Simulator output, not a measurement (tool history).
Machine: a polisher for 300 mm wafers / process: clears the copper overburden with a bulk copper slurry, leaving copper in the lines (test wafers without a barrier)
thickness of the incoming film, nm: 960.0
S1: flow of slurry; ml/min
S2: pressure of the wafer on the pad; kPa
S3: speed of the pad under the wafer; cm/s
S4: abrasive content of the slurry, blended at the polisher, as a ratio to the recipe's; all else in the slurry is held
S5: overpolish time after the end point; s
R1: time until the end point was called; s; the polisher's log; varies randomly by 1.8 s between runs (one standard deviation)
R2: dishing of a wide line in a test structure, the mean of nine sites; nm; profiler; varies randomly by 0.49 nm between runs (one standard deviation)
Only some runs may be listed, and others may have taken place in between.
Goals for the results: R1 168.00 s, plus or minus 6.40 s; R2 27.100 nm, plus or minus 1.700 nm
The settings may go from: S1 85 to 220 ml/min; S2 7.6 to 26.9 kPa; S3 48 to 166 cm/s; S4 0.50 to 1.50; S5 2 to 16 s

run	day	S1	S2	S3	S4	S5	R1	R2
1	0.000	140	17.2	106	1.00	8	116.80	30.510
2	0.129	140	19.3	106	1.00	8	106.54	31.985
3	0.471	140	19.3	106	1.00	11	106.14	38.826
4	0.533	140	17.2	106	1.00	11	116.90	35.590
5	0.654	140	17.2	116	1.00	11	106.29	36.279
6	0.942	125	17.2	116	1.00	11	108.95	37.885
7	1.229	120	14.5	116	1.00	11	126.00	32.663
8	1.529	115	13.1	116	1.00	11	136.21	32.874
9	1.717	115	11.7	116	1.00	11	151.97	30.377
10	1.775	115	11.0	116	1.00	11	159.38	29.564

Next run, 4 choices. One meets every target within its allowed miss, the rest don't. Which?
A	1.833	100	13.1	116	0.95	14	?	?
B	1.833	105	14.5	106	0.95	12	?	?
C	1.833	125	13.8	90	1.10	10	?	?
D	1.833	120	11.0	118	0.95	13	?	?

move	R1	R2
A	146.70	35.439
B	146.24	33.343
C	166.55	28.007
D	155.98	32.850
A: its largest miss is bigger than the last run's
B: its largest miss is bigger than the last run's
C: hits every target within its allowed miss
D: its largest miss is bigger than the last run's
Go with C: it meets all targets.
